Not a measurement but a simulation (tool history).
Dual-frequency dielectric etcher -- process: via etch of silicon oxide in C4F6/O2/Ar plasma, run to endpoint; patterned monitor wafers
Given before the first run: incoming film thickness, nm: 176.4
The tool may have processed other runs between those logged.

run 1 hour=0 | bias_power_(kW)=0.545 source_power_(kW)=0.4 Ar_flow_(sccm)=284 | endpoint_time_(s)=35.548
run 2 hour=7.7 | bias_power_(kW)=0.545 source_power_(kW)=0.34 Ar_flow_(sccm)=284 | endpoint_time_(s)=36.244
run 3 hour=14.7 | bias_power_(kW)=0.512 source_power_(kW)=0.33 Ar_flow_(sccm)=295 | endpoint_time_(s)=37.616
run 4 hour=18.1 | bias_power_(kW)=0.512 source_power_(kW)=0.33 Ar_flow_(sccm)=254 | endpoint_time_(s)=37.435
run 5 hour=19.9 | bias_power_(kW)=0.484 source_power_(kW)=0.32 Ar_flow_(sccm)=258 | endpoint_time_(s)=39.303
run 6 hour=28.7 | bias_power_(kW)=0.484 source_power_(kW)=0.29 Ar_flow_(sccm)=258 | endpoint_time_(s)=39.598
run 7 hour=29.8 | bias_power_(kW)=0.465 source_power_(kW)=0.29 Ar_flow_(sccm)=258 | endpoint_time_(s)=40.359
run 8 hour=33.9 | bias_power_(kW)=0.449 source_power_(kW)=0.29 Ar_flow_(sccm)=258 | endpoint_time_(s)=41.331
run 9 hour=35.3 | bias_power_(kW)=0.437 source_power_(kW)=0.29 Ar_flow_(sccm)=258 | endpoint_time_(s)=42.406

Expected results for the next run?
run 10 hour=44.1 | bias_power_(kW)=0.437 source_power_(kW)=0.29 Ar_flow_(sccm)=258 | endpoint_time_(s)=?

Logged for run 10: endpoint time (s) 42.28.
